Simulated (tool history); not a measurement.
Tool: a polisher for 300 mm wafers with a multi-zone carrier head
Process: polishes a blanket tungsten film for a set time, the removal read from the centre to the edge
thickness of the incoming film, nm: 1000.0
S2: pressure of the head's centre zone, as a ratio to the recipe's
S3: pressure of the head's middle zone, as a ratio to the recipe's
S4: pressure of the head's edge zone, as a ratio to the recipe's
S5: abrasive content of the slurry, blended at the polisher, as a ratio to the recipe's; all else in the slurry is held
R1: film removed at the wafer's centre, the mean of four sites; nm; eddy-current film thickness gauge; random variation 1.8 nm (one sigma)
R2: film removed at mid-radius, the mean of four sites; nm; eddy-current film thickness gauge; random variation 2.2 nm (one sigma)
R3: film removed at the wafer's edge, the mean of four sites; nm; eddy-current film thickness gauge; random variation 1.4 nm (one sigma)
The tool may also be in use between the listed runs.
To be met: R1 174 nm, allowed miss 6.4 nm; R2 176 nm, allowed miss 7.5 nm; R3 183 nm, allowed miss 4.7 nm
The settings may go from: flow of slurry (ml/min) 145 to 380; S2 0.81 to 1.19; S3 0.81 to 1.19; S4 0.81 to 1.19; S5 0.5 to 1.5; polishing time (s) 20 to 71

{"run": 1, "hour": 0.0, "flow of slurry (ml/min)": 245, "S2": 1, "S3": 1, "S4": 1, "S5": 1, "polishing time (s)": 45, "R1": 290.14, "R2": 286.04, "R3": 290.15}
{"run": 2, "hour": 7.9, "flow of slurry (ml/min)": 240, "S2": 0.97, "S3": 0.97, "S4": 0.97, "S5": 0.85, "polishing time (s)": 42, "R1": 256.79, "R2": 256.8, "R3": 261.9}
{"run": 3, "hour": 13.9, "flow of slurry (ml/min)": 235, "S2": 0.95, "S3": 0.95, "S4": 0.95, "S5": 0.75, "polishing time (s)": 39, "R1": 230.71, "R2": 234.86, "R3": 235.4}
{"run": 4, "hour": 21.0, "flow of slurry (ml/min)": 235, "S2": 0.95, "S3": 1.03, "S4": 0.95, "S5": 0.75, "polishing time (s)": 39, "R1": 230.31, "R2": 242.51, "R3": 237.05}
{"run": 5, "hour": 24.1, "flow of slurry (ml/min)": 225, "S2": 0.94, "S3": 0.99, "S4": 0.95, "S5": 0.7, "polishing time (s)": 37, "R1": 211.45, "R2": 222.5, "R3": 217.71}
{"run": 6, "hour": 26.1, "flow of slurry (ml/min)": 210, "S2": 0.93, "S3": 0.95, "S4": 0.96, "S5": 0.65, "polishing time (s)": 36, "R1": 202.64, "R2": 204.54, "R3": 211.36}
{"run": 7, "hour": 29.9, "flow of slurry (ml/min)": 200, "S2": 0.92, "S3": 0.93, "S4": 0.94, "S5": 0.6, "polishing time (s)": 35, "R1": 192.11, "R2": 193.99, "R3": 200.15}
{"run": 8, "hour": 36.1, "flow of slurry (ml/min)": 190, "S2": 0.91, "S3": 0.92, "S4": 0.92, "S5": 0.55, "polishing time (s)": 35, "R1": 185.22, "R2": 189.05, "R3": 192.85}

4 next moves are on the table. One of them brings every result within its allowed miss. Which?
{"run": "A", "hour": 42.3, "flow of slurry (ml/min)": 175, "S2": 0.97, "S3": 0.81, "S4": 0.91, "S5": 0.5, "polishing time (s)": 37, "R1": "?", "R2": "?", "R3": "?"}
{"run": "B", "hour": 42.3, "flow of slurry (ml/min)": 180, "S2": 0.81, "S3": 0.9, "S4": 0.98, "S5": 0.6, "polishing time (s)": 34, "R1": "?", "R2": "?", "R3": "?"}
{"run": "C", "hour": 42.3, "flow of slurry (ml/min)": 220, "S2": 0.95, "S3": 0.99, "S4": 0.87, "S5": 0.55, "polishing time (s)": 35, "R1": "?", "R2": "?", "R3": "?"}
{"run": "D", "hour": 42.3, "flow of slurry (ml/min)": 210, "S2": 0.91, "S3": 0.92, "S4": 0.95, "S5": 0.5, "polishing time (s)": 33, "R1": "?", "R2": "?", "R3": "?"}

move=A R1=199.7 R2=183.61 R3=200.11
move=B R1=171.22 R2=185.2 R3=194.66
move=C R1=195.74 R2=204 R3=192.93
move=D R1=176.22 R2=180.39 R3=184.17
A: further off than the last run
B: further off than the last run
C: further off than the last run
D: meets every target
Answer: D

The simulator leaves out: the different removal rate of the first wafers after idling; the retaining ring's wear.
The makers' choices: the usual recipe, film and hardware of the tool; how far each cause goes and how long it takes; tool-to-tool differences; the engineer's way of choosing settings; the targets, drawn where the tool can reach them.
